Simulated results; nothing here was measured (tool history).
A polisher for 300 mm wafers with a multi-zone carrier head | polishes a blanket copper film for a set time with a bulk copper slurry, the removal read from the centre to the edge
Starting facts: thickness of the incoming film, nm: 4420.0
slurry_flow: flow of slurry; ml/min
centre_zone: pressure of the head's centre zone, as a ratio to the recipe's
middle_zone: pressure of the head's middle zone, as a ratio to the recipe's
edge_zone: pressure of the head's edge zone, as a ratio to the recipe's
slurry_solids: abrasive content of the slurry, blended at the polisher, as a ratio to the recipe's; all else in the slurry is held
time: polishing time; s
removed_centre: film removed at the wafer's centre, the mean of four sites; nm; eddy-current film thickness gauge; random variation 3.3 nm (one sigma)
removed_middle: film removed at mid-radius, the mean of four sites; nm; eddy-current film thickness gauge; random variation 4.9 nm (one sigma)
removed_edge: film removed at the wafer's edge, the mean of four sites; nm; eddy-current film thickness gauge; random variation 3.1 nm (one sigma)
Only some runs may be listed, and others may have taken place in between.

run,day,slurry_flow,centre_zone,middle_zone,edge_zone,slurry_solids,time,removed_centre,removed_middle,removed_edge
1,0.000,185,1.00,1.00,1.00,1.00,84,626.28,612.30,624.22
2,0.096,185,1.00,0.91,1.00,1.00,84,632.56,570.09,619.10
3,0.454,185,1.00,0.91,0.92,1.00,84,630.01,565.45,601.24
4,0.804,185,1.00,0.94,0.92,1.00,84,639.99,585.28,591.36
5,1.162,175,0.99,0.91,0.91,0.95,84,611.87,567.00,587.63
6,1.292,175,0.99,0.91,0.84,0.95,84,612.31,551.02,556.61

Forecast run 7:
7,1.450,170,0.99,0.89,0.84,0.90,84,?,?,?

removed_centre: 600.02 nm
removed_middle: 548.43 nm
removed_edge: 559.14 nm
